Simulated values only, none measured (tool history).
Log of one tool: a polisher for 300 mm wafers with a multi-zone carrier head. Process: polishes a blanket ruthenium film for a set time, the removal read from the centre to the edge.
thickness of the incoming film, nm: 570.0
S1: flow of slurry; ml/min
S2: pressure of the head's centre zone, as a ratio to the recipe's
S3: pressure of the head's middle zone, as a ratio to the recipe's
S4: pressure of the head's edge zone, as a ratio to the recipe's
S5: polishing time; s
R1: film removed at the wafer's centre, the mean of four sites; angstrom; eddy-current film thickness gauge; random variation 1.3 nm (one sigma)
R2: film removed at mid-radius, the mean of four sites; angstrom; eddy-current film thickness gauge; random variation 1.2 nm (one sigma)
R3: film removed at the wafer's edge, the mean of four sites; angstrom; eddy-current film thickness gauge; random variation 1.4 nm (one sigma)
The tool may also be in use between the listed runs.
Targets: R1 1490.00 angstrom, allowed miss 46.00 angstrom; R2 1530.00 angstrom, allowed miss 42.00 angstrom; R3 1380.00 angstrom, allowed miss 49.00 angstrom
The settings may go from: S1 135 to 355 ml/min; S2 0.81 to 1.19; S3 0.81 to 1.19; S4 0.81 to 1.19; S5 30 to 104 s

run  hour   S1    S2    S3    S4  S5       R1       R2       R3
  1   0.0  225  1.00  1.00  1.00  67   913.29   918.93   952.24
  2   4.1  235  1.02  1.03  1.01  70   987.42   985.96  1007.00
  3  11.7  245  1.03  1.05  1.01  73  1044.20  1053.30  1038.90
  4  19.6  245  1.03  1.05  1.08  73  1048.60  1055.90  1058.30
     22.7  -- worn pad replaced by a new one
  5  22.7  245  1.03  0.98  1.08  73  1139.70  1089.70  1145.60
  6  25.6  245  0.98  0.98  1.08  73  1066.90  1095.00  1149.30
  7  30.0  260  0.99  1.00  1.09  75  1125.00  1148.70  1195.10
  8  37.5  300  1.09  1.10  1.09  86  1449.60  1441.00  1363.80
  9  39.4  305  1.09  1.11  1.09  86  1453.10  1431.00  1401.50
 10  46.5  305  1.09  1.12  1.08  87  1444.60  1471.90  1419.70

5 next moves are on the table. One of them brings every result within its allowed miss. Which?
  A  53.6  350  0.96  1.00  0.98  93   ?   ?   ?
  B  53.6  330  1.10  1.02  1.08  85   ?   ?   ?
  C  53.6  220  0.94  0.98  1.07  94   ?   ?   ?
  D  53.6  305  1.04  1.09  1.09  85   ?   ?   ?
  E  53.6  290  1.10  1.15  1.01  89   ?   ?   ?

move       R1       R2       R3
   A  1386.50  1433.40  1448.80
   B  1446.90  1325.40  1365.80
   C  1317.90  1373.60  1470.10
   D  1359.30  1394.70  1363.00
   E  1500.20  1522.90  1383.50
A: further off than the last run
B: further off than the last run
C: further off than the last run
D: further off than the last run
E: meets every target
Move E is the one to make.

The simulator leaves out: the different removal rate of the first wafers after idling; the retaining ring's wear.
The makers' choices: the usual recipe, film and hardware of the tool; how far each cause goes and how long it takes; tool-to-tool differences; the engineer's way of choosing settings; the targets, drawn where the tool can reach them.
